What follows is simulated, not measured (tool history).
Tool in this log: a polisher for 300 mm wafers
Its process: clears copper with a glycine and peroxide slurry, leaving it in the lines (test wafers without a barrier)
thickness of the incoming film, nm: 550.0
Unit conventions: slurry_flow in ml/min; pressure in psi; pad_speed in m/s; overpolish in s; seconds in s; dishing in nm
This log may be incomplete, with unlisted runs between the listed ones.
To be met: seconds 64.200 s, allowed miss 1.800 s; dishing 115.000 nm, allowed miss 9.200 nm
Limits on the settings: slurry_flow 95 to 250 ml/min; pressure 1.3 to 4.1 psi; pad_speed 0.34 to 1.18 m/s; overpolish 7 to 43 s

run    day  slurry_flow  pressure  pad_speed  overpolish  seconds  dishing
  1  0.000          160       2.7       0.76          22  108.740   63.359
  2  0.092          160       2.7       0.84          22  101.350   65.680
  3  0.342          160       2.7       0.84          14  101.070   45.706
  4  0.479          160       2.7       0.84          21  101.590   63.862
  5  0.558          165       2.9       0.84          22   95.366   68.412
  6  0.842          190       2.9       0.84          22   93.209   71.748
  7  0.908          215       3.6       0.86          27   75.914   95.245
  8  1.096          215       3.7       0.86          27   74.280   94.632
  9  1.254          220       3.9       0.88          29   68.478  105.820

Pick the move, out of 4, that brings all results within their allowed miss; only one does.
  A  1.412          215       3.9       0.96          32        ?        ?
  B  1.412          240       3.5       0.94          28        ?        ?
  C  1.412          200       4.1       0.98          25        ?        ?
  D  1.412          210       3.2       1.00          35        ?        ?

move  seconds  dishing
   A   64.732  112.780
   B   71.321   98.894
   C   61.493  101.760
   D   74.295  108.050
A: every result lands within tolerance
B: further off than the last run
C: carries the result that was furthest off beyond its target, to the other side
D: further off than the last run
Correct choice: A, which meets every target
